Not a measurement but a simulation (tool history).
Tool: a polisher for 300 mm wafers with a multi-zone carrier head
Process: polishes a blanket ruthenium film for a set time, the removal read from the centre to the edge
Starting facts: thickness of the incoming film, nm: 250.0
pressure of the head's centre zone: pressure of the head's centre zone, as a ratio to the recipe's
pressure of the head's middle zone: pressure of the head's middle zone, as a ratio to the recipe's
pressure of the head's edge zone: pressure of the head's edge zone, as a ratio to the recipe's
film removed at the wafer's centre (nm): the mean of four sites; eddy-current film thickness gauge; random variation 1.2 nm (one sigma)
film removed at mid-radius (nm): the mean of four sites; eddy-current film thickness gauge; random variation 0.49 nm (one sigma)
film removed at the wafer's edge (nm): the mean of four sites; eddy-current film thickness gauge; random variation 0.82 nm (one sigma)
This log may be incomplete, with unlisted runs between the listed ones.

run,day,flow of slurry (ml/min),pressure of the head's centre zone,pressure of the head's middle zone,pressure of the head's edge zone,polishing time (s),film removed at the wafer's centre (nm),film removed at mid-radius (nm),film removed at the wafer's edge (nm)
1,0,320,1,1,1,53,107.71,103.85,104.59
2,0.296,325,1.01,1.01,0.98,50,103.61,99.581,96.088
3,0.442,325,1.01,1.01,0.98,37,73.455,73.431,71.036
4,0.629,330,1.02,1.02,0.97,37,73.853,74.939,71.354
5,0.883,335,1.04,1.02,0.95,37,75.472,74.984,70.982
6,1.146,340,1.06,1.03,0.93,37,77.108,75.64,70.625
7,1.333,345,1.07,1.04,0.92,37,77.179,75.647,68.217

Run 8 is up next; what results do you expect?
8,1.438,345,1.08,1.05,0.92,37,?,?,?

{"run 8": {"film removed at the wafer's centre (nm)": 82.297, "film removed at mid-radius (nm)": 77.426, "film removed at the wafer's edge (nm)": 69.135}}
